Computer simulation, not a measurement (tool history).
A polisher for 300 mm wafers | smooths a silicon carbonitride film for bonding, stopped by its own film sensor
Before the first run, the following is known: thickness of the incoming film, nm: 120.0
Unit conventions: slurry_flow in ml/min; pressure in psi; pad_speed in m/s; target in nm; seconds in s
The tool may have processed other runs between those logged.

{"run": 1, "hour": 0.0, "slurry_flow": 210, "pressure": 2.1, "pad_speed": 1.08, "slurry_solids": 1, "target": 106, "seconds": 58.842}
{"run": 2, "hour": 6.1, "slurry_flow": 245, "pressure": 2.1, "pad_speed": 1.08, "slurry_solids": 1, "target": 106, "seconds": 58.69}
{"run": 3, "hour": 14.4, "slurry_flow": 245, "pressure": 2.1, "pad_speed": 1.26, "slurry_solids": 1, "target": 106, "seconds": 52.178}
{"run": 4, "hour": 20.7, "slurry_flow": 245, "pressure": 2.2, "pad_speed": 1.26, "slurry_solids": 1, "target": 106, "seconds": 49.069}
{"run": 5, "hour": 23.8, "slurry_flow": 245, "pressure": 1.8, "pad_speed": 1.26, "slurry_solids": 1, "target": 106, "seconds": 60.475}
{"run": 6, "hour": 28.5, "slurry_flow": 295, "pressure": 1.8, "pad_speed": 1.26, "slurry_solids": 1, "target": 106, "seconds": 60.079}
{"run": 7, "hour": 31.7, "slurry_flow": 295, "pressure": 1.8, "pad_speed": 1.26, "slurry_solids": 1, "target": 106, "seconds": 60.107}
{"run": 8, "hour": 35.1, "slurry_flow": 295, "pressure": 2, "pad_speed": 1.26, "slurry_solids": 1, "target": 106, "seconds": 53.453}
{"run": 9, "hour": 38.6, "slurry_flow": 295, "pressure": 2.1, "pad_speed": 1.26, "slurry_solids": 1, "target": 106, "seconds": 50.35}
{"run": 10, "hour": 40.4, "slurry_flow": 295, "pressure": 2.2, "pad_speed": 1.26, "slurry_solids": 1, "target": 106, "seconds": 48.381}
{"run": 11, "hour": 48.8, "slurry_flow": 295, "pressure": 2.2, "pad_speed": 1.26, "slurry_solids": 1, "target": 106, "seconds": 48.516}

Estimate the outcome of run 12 from the log above:
{"run": 12, "hour": 52.4, "slurry_flow": 295, "pressure": 2.2, "pad_speed": 1.26, "slurry_solids": 1, "target": 106, "seconds": "?"}

seconds: 47.547 s
